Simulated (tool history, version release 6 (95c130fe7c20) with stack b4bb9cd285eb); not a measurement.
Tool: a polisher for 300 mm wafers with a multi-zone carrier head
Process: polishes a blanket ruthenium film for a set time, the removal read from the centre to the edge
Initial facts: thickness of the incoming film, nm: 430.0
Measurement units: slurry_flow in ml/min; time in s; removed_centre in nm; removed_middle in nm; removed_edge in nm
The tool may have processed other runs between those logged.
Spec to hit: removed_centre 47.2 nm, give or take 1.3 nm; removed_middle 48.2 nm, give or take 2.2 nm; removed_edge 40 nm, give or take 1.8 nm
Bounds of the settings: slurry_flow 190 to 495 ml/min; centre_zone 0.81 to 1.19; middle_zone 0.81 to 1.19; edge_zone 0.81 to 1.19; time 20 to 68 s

Run 1, hour 0: slurry_flow 320 ml/min, centre_zone 1, middle_zone 1, edge_zone 1, time 44 s. Result: removed_centre 33.856 nm, removed_middle 34.936 nm, removed_edge 33.727 nm.
Run 2, hour 8.5: slurry_flow 320 ml/min, centre_zone 1, middle_zone 1.06, edge_zone 1, time 44 s. Result: removed_centre 34.086 nm, removed_middle 37.047 nm, removed_edge 33.461 nm.
Run 3, hour 17.5: slurry_flow 320 ml/min, centre_zone 1, middle_zone 1.06, edge_zone 1, time 51 s. Result: removed_centre 39.059 nm, removed_middle 42.577 nm, removed_edge 39.09 nm.
Run 4, hour 21.7: slurry_flow 325 ml/min, centre_zone 1.02, middle_zone 1.08, edge_zone 1, time 51 s. Result: removed_centre 39.571 nm, removed_middle 43.254 nm, removed_edge 39.368 nm.
Run 5, hour 24.5: slurry_flow 325 ml/min, centre_zone 1.02, middle_zone 1.08, edge_zone 1, time 41 s. Result: removed_centre 32.408 nm, removed_middle 34.633 nm, removed_edge 31.55 nm.
Run 6, hour 28.7: slurry_flow 330 ml/min, centre_zone 1.04, middle_zone 1.1, edge_zone 0.99, time 43 s. Result: removed_centre 34.625 nm, removed_middle 38.152 nm, removed_edge 32.998 nm.
Run 7, hour 35.5: slurry_flow 365 ml/min, centre_zone 1.14, middle_zone 1.13, edge_zone 1.06, time 51 s. Result: removed_centre 45.28 nm, removed_middle 44.877 nm, removed_edge 41.251 nm.
Run 8, hour 37.1: slurry_flow 365 ml/min, centre_zone 1.15, middle_zone 1.14, edge_zone 1.05, time 51 s. Result: removed_centre 46.198 nm, removed_middle 45.595 nm, removed_edge 40.374 nm.
Run 9, hour 39.9: slurry_flow 365 ml/min, centre_zone 1.15, middle_zone 1.15, edge_zone 1.05, time 51 s. Result: removed_centre 45.775 nm, removed_middle 45.939 nm, removed_edge 39.382 nm.

Next run, 5 choices. One meets every target within its allowed miss, the rest don't. Which?
Run A, hour 42.7: slurry_flow 320 ml/min, centre_zone 1.15, middle_zone 1.08, edge_zone 1.03, time 52 s. Result: removed_centre ?, removed_middle ?, removed_edge ?.
Run B, hour 42.7: slurry_flow 320 ml/min, centre_zone 1.19, middle_zone 1.19, edge_zone 0.89, time 52 s. Result: removed_centre ?, removed_middle ?, removed_edge ?.
Run C, hour 42.7: slurry_flow 350 ml/min, centre_zone 1.19, middle_zone 1.13, edge_zone 0.94, time 54 s. Result: removed_centre ?, removed_middle ?, removed_edge ?.
Run D, hour 42.7: slurry_flow 475 ml/min, centre_zone 1.17, middle_zone 1.19, edge_zone 1.09, time 50 s. Result: removed_centre ?, removed_middle ?, removed_edge ?.
Run E, hour 42.7: slurry_flow 350 ml/min, centre_zone 1.19, middle_zone 1.16, edge_zone 0.97, time 53 s. Result: removed_centre ?, removed_middle ?, removed_edge ?.

move  removed_centre  removed_middle  removed_edge
   A          46.269          43.782         40.46
   B          47.926           47.59        37.705
   C          50.218          47.665        40.452
   D          46.914           47.23        40.948
   E          49.299          47.848         40.28
A: gets the furthest-off result to its target, but another result is out of tolerance
B: gets the furthest-off result to its target, but another result is out of tolerance
C: carries the result that was furthest off beyond its target, to the other side
D: all results land within tolerance of their targets
E: carries the result that was furthest off beyond its target, to the other side
Go with D: it meets all targets.
